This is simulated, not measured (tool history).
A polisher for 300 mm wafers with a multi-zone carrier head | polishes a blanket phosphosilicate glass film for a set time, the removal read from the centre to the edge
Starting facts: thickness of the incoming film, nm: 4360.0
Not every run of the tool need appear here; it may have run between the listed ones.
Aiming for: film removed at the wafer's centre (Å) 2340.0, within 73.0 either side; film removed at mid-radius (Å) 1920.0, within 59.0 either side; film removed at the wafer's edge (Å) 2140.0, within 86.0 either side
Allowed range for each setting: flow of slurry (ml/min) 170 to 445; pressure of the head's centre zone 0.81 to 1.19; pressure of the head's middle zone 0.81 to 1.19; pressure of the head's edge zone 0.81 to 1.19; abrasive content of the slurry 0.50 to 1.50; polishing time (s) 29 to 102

| run | hour | flow of slurry (ml/min) | pressure of the head's centre zone | pressure of the head's middle zone | pressure of the head's edge zone | abrasive content of the slurry | polishing time (s) | film removed at the wafer's centre (Å) | film removed at mid-radius (Å) | film removed at the wafer's edge (Å) |
|---|---|---|---|---|---|---|---|---|---|---|
| 1 | 0.0 | 285 | 1.00 | 1.00 | 1.00 | 1.00 | 65 | 4576.1 | 4573.7 | 4569.6 |
| 2 | 1.6 | 325 | 1.00 | 1.00 | 1.00 | 1.00 | 65 | 4592.6 | 4570.5 | 4589.6 |
| 3 | 4.3 | 285 | 1.00 | 1.00 | 1.00 | 1.00 | 65 | 4544.4 | 4533.0 | 4530.6 |
| 4 | 8.5 | 285 | 1.00 | 1.00 | 1.00 | 1.15 | 65 | 4805.9 | 4806.8 | 4934.6 |
| 5 | 15.0 | 285 | 1.00 | 0.97 | 1.00 | 1.05 | 60 | 4283.2 | 4107.4 | 4289.6 |
| 6 | 17.4 | 285 | 1.00 | 0.97 | 1.08 | 1.05 | 60 | 4366.0 | 4211.6 | 4470.7 |
| 7 | 19.5 | 285 | 1.00 | 0.95 | 1.06 | 0.95 | 56 | 3867.5 | 3664.9 | 3953.7 |
| 8 | 21.1 | 285 | 1.01 | 0.93 | 1.03 | 0.90 | 53 | 3545.2 | 3248.1 | 3582.3 |

Which one of the following 4 next-run settings gets every result inside its allowed miss? There is exactly one.
| A | 22.7 | 300 | 1.05 | 0.82 | 1.01 | 0.65 | 48 | ? | ? | ? |
| B | 22.7 | 290 | 1.07 | 0.88 | 0.95 | 0.70 | 39 | ? | ? | ? |
| C | 22.7 | 345 | 0.99 | 1.19 | 1.08 | 0.60 | 40 | ? | ? | ? |
| D | 22.7 | 275 | 0.98 | 1.15 | 1.02 | 1.10 | 80 | ? | ? | ? |

| move | film removed at the wafer's centre (Å) | film removed at mid-radius (Å) | film removed at the wafer's edge (Å) |
|---|---|---|---|
| A | 2687.3 | 2106.4 | 2568.7 |
| B | 2355.1 | 1919.1 | 2148.1 |
| C | 1998.5 | 2266.4 | 2067.8 |
| D | 5866.1 | 6540.3 | 6012.4 |
A: closer than the last run, but not yet in spec
B: every result within its allowed miss
C: closer than the last run, but not yet in spec
D: further off than the last run
Answer: B
